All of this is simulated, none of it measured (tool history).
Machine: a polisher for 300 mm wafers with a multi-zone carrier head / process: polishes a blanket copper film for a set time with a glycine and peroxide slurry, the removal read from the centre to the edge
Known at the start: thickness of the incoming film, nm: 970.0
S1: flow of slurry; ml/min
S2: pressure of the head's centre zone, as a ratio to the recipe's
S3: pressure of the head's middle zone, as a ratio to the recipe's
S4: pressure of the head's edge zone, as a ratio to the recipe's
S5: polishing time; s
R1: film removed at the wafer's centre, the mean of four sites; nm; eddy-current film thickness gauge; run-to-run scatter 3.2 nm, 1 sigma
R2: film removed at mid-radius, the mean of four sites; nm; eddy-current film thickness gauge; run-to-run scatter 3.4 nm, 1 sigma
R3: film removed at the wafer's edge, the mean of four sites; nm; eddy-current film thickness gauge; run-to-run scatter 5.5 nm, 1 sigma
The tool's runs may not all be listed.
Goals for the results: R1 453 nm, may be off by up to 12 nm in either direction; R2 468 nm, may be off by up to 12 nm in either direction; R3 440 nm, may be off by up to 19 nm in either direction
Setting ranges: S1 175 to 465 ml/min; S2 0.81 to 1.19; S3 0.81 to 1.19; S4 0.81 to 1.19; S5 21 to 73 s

run,hour,S1,S2,S3,S4,S5,R1,R2,R3
1,0,295,1,1,1,47,375.53,377.6,373.77
2,8.8,295,1,0.96,1,47,374.72,366.79,380.24
3,12.8,295,1,0.96,1,56,448.61,439.25,447.34
4,19.8,295,1,0.96,1,48,388.11,374.95,380.26
5,23.3,295,1,0.96,1,40,314.8,310.5,315.65
6,30.7,295,1.08,0.96,1,40,337.29,309.77,316.13
7,34.8,305,1.08,0.99,1.03,42,359,334.4,349.05
8,43.5,315,1.09,1.03,1.03,43,379.34,361.19,349.99
9,49.8,320,1.09,1.05,1.06,44,383.12,373.85,369.52
10,56.9,330,1.1,1.07,1.08,45,398.13,388.98,377.98
11,61,335,1.1,1.09,1.1,46,406.92,400.29,385.96
12,69.6,335,1.1,1.09,1.1,46,408.13,399.34,393.82
13,73,340,1.1,1.11,1.11,47,413.45,421.5,397.25
14,78.1,345,1.11,1.12,1.12,48,429.46,428.77,410.84
15,86.5,350,1.11,1.13,1.13,48,427.71,437.06,414.03
16,90.8,355,1.11,1.14,1.14,48,429.57,440.35,419.92

Exactly one of the 4 candidate moves below puts every result within its allowed miss. Which one?
A,95.1,380,1,1.03,1.17,55,?,?,?
B,95.1,330,0.98,1.01,1.19,57,?,?,?
C,95.1,380,1.06,1.02,1.19,56,?,?,?
D,95.1,360,1.12,1.16,1.17,50,?,?,?

move,R1,R2,R3
A,451.33,461.41,475.52
B,453.68,465.17,493.12
C,484.29,465.79,488.54
D,452.93,462.22,430.18
A: gets the furthest-off result to its target, but another result is out of tolerance
B: gets the furthest-off result to its target, but another result is out of tolerance
C: gets the furthest-off result to its target, but another result is out of tolerance
D: all results in spec
D meets every target.
